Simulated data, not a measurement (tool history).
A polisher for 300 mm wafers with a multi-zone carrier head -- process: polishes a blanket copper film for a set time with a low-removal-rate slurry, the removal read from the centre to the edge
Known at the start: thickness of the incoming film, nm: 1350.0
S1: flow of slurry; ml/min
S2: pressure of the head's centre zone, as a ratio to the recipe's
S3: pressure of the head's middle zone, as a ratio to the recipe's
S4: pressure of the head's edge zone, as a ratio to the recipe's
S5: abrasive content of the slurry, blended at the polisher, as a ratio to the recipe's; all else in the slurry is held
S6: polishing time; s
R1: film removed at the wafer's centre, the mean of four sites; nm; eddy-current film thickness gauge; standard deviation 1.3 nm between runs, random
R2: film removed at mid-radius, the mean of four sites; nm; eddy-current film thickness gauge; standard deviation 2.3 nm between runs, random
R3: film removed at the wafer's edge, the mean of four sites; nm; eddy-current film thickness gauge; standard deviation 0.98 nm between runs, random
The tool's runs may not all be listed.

run,hour,S1,S2,S3,S4,S5,S6,R1,R2,R3
1,0.0,160,1.00,1.00,1.00,1.0,81,253.20,253.05,247.11
2,3.8,160,1.00,1.00,1.00,1.0,74,229.54,235.37,226.21
3,9.0,160,1.08,1.00,1.00,1.0,74,252.78,229.09,224.29
4,9.6,160,1.08,1.00,1.00,1.2,74,264.76,244.08,239.57
5,15.7,160,1.06,1.01,0.98,1.1,73,247.99,241.18,226.87
6,20.3,180,1.06,1.01,0.98,1.1,73,253.74,247.63,231.00
7,22.2,175,1.04,1.01,0.96,1.0,72,238.58,234.34,217.79

Run 8 has not been measured yet. What should we expect?
8,29.5,170,1.02,1.02,0.94,0.9,71,?,?,?

For run 8 the tool returned R1 222.85 nm, R2 221.19 nm, R3 204.81 nm.

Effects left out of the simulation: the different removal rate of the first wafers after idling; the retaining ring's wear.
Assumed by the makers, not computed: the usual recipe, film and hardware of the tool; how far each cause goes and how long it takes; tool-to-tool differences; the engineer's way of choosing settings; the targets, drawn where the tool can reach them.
